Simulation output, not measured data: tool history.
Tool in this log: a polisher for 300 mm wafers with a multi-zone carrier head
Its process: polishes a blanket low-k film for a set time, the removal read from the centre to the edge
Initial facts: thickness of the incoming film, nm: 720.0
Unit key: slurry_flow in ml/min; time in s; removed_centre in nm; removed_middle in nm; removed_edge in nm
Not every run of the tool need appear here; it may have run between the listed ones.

| run | hour | slurry_flow | centre_zone | middle_zone | edge_zone | slurry_solids | time | removed_centre | removed_middle | removed_edge |
|---|---|---|---|---|---|---|---|---|---|---|
| 1 | 0.0 | 225 | 1.00 | 1.00 | 1.00 | 1.00 | 88 | 39.306 | 39.709 | 39.255 |
| 2 | 7.8 | 225 | 1.00 | 1.00 | 1.00 | 1.00 | 66 | 29.596 | 29.816 | 30.204 |
| 3 | 13.8 | 225 | 1.00 | 1.00 | 1.00 | 1.00 | 50 | 22.527 | 22.242 | 22.523 |
| 4 | 16.1 | 225 | 1.00 | 1.00 | 0.93 | 1.00 | 50 | 22.653 | 22.329 | 21.462 |
| 5 | 20.8 | 205 | 1.00 | 1.00 | 0.93 | 1.00 | 50 | 22.656 | 22.055 | 21.878 |
| 6 | 24.8 | 205 | 1.00 | 0.97 | 0.93 | 1.00 | 50 | 22.266 | 21.141 | 22.367 |
| 7 | 33.5 | 225 | 0.97 | 0.95 | 1.03 | 1.25 | 75 | 36.609 | 36.083 | 39.226 |

What does the tool deliver on the next run?
| 8 | 37.4 | 230 | 0.97 | 0.94 | 1.06 | 1.30 | 75 | ? | ? | ? |

Logged for run 8: removed_centre 37.846 nm, removed_middle 36.633 nm, removed_edge 40.717 nm.
